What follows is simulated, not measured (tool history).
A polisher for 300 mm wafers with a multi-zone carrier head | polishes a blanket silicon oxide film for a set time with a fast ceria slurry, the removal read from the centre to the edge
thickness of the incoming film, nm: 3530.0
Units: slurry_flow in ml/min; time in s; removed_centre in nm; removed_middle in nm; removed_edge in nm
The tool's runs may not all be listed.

run  hour  slurry_flow  centre_zone  middle_zone  edge_zone  time  removed_centre  removed_middle  removed_edge
  1   0.0          200         1.00         1.00       1.00    78          983.23          962.90        992.60
  2   7.1          250         1.00         1.00       1.00    78         1030.00         1016.80       1028.60
  3  10.8          230         0.96         0.97       0.96    68          857.58          831.19        865.77
  4  17.7          230         0.96         0.97       0.96    75          965.99          940.82        952.31
  5  22.7          210         0.93         0.97       0.95    66          824.60          820.93        840.09
  6  26.6          210         0.93         0.89       0.95    66          801.88          777.46        820.67
  7  29.1          195         0.89         0.88       0.94    60          680.82          669.19        748.20
     32.1  -- worn pad replaced by a new one
  8  32.1          190         0.87         0.90       0.90    56          666.55          677.01        743.93

The next listed run, before its measurement:
  9  38.3          210         0.88         0.95       0.95    50               ?               ?             ?

removed_centre: 625.21 nm
removed_middle: 657.39 nm
removed_edge: 688.68 nm
